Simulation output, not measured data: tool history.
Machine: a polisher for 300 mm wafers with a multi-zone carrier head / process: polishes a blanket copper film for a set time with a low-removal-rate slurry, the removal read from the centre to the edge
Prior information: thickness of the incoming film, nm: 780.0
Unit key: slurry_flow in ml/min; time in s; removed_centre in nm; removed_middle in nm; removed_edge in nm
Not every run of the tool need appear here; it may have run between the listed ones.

run	hour	slurry_flow	centre_zone	middle_zone	edge_zone	slurry_solids	time	removed_centre	removed_middle	removed_edge
1	0	240	1	1	1	1	39	90.185	86.457	89.316
2	1.2	240	1	0.95	1	1	39	92.053	83.863	89.696
3	3.3	235	0.98	0.97	0.98	0.95	39	87.216	84.795	86.764
4	5.7	230	0.96	0.97	0.97	0.9	39	85.31	83.015	87.059
5	8.1	230	0.96	0.97	1.02	0.9	39	86.85	84.149	88.104
6	10.6	190	0.96	0.97	1.02	0.9	39	84.593	82.252	86.527
7	11.4	190	0.96	0.97	1.02	0.9	39	83.982	82.773	87.079

Run 8 comes next. What will it give?
8	13.7	190	0.95	0.99	1	0.85	39	?	?	?

Run 8 came out at removed_centre 84.614 nm, removed_middle 82.142 nm, removed_edge 84.287 nm.
